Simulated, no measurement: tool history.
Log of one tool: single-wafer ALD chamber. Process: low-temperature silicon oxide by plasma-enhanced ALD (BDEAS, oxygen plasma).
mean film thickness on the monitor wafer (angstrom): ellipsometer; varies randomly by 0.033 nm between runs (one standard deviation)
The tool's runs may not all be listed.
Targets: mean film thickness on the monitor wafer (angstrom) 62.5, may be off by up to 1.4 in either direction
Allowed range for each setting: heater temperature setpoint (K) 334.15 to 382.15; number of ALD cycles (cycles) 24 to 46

| run | hour | heater temperature setpoint (K) | number of ALD cycles (cycles) | mean film thickness on the monitor wafer (angstrom) |
|---|---|---|---|---|
| 1 | 0 | 358.15 | 35 | 51.373 |
| 2 | 4.4 | 358.15 | 31 | 45.545 |
| 3 | 9.2 | 358.15 | 26 | 38.249 |
| 4 | 17.1 | 355.15 | 29 | 43.083 |
| 5 | 22.1 | 355.15 | 33 | 48.851 |
| 6 | 25.2 | 347.15 | 33 | 49.878 |
| 7 | 30.5 | 346.15 | 34 | 51.567 |
| 8 | 33.4 | 345.15 | 35 | 53.479 |
| 9 | 41.7 | 344.15 | 36 | 55.051 |
| 10 | 47.1 | 343.15 | 37 | 56.892 |
| 11 | 53.1 | 343.15 | 37 | 56.703 |

Exactly one of the 4 candidate moves below puts every result within its allowed miss. Which one?
| A | 59.1 | 340.15 | 35 | ? |
| B | 59.1 | 344.15 | 41 | ? |
| C | 59.1 | 349.15 | 43 | ? |
| D | 59.1 | 334.15 | 41 | ? |

| move | mean film thickness on the monitor wafer (angstrom) |
|---|---|
| A | 54.282 |
| B | 62.86 |
| C | 64.974 |
| D | 64.678 |
A: misses by more than the last run did
B: every result within its allowed miss
C: carries the result that was furthest off beyond its target, to the other side
D: carries the result that was furthest off beyond its target, to the other side
So the answer is move B, the one that meets all the targets.
